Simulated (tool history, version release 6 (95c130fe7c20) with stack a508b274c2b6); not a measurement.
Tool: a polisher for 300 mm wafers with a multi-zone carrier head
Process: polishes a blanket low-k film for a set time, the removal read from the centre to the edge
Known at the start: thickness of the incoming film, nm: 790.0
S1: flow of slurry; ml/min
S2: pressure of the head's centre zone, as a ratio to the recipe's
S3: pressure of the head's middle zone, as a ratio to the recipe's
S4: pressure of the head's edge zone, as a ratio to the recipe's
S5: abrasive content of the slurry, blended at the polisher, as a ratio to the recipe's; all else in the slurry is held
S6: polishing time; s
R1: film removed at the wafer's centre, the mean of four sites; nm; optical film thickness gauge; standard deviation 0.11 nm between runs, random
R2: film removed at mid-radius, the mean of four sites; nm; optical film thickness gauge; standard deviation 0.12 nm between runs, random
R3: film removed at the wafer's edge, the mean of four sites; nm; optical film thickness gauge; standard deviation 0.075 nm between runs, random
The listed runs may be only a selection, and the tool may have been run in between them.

run    day   S1    S2    S3    S4   S5   S6      R1      R2      R3
  1      0  175     1     1     1    1   86  20.563  20.949  20.112
  2  0.079  155     1     1     1    1   86  19.405  20.134  19.706
  3  0.388  155     1     1     1    1  102  23.594  24.012  23.532
  4  0.638  155     1     1  0.95    1  102  23.513  23.832  23.191
  5  0.942  155  0.96     1  0.95    1  102  22.546  24.132  23.301
  6  1.275  185  0.96     1  0.95    1  102  24.194  24.172  23.724
  7  1.621  185  0.96  0.97  0.93  0.9   92  19.782  20.392  19.521
  8  1.804  190  0.98  0.93  0.97  0.8   84  16.625  15.914  16.247

Run 9 comes next. What will it give?
  9  2.079  175  0.96  0.86  0.92  0.55  68   ?   ?   ?

{"run 9": {"R1": 7.891, "R2": 7.4251, "R3": 7.9998}}
